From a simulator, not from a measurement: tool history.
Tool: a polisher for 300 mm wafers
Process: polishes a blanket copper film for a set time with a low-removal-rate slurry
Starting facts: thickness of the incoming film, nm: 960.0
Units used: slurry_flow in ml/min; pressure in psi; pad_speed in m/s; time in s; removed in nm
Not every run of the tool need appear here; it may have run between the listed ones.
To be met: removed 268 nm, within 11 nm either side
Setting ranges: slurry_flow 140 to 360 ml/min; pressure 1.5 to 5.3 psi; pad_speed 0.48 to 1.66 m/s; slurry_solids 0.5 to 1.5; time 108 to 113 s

run    day  slurry_flow  pressure  pad_speed  slurry_solids  time  removed
  1      0          230       3.4       1.06              1   108   371.74
  2  0.067          230       3.4       1.06           0.85   108   363.37
  3  0.333          230       3.4       1.06           0.85   108   360.45
  4  0.592          230       3.3       1.06           0.85   108   346.43
  5  0.917          230       3.2       1.06           0.85   108   337.66
  6  1.071          230       3.5       1.06           0.85   108    373.5
  7  1.138          230       3.4       1.06           0.85   108   356.14
  8  1.212          230       3.4       1.06           0.85   108    362.1

5 candidate next runs follow, results not yet known. Just one meets every target within its allowed miss. Identify it.
  A  1.288          220       2.8       0.88           0.95   108        ?
  B  1.288          180       3.1       0.98           0.95   108        ?
  C  1.288          245       2.9       1.04           0.85   109        ?
  D  1.288          215       3.6       0.84           0.65   108        ?
  E  1.288          175       2.8       1.22              1   108        ?

move  removed
   A   262.11
   B   300.63
   C   300.63
   D   298.93
   E   317.16
A: all results in spec
B: closer than the last run, but not yet in spec
C: closer than the last run, but not yet in spec
D: closer than the last run, but not yet in spec
E: closer than the last run, but not yet in spec
So the answer is move A, the one that meets all the targets.
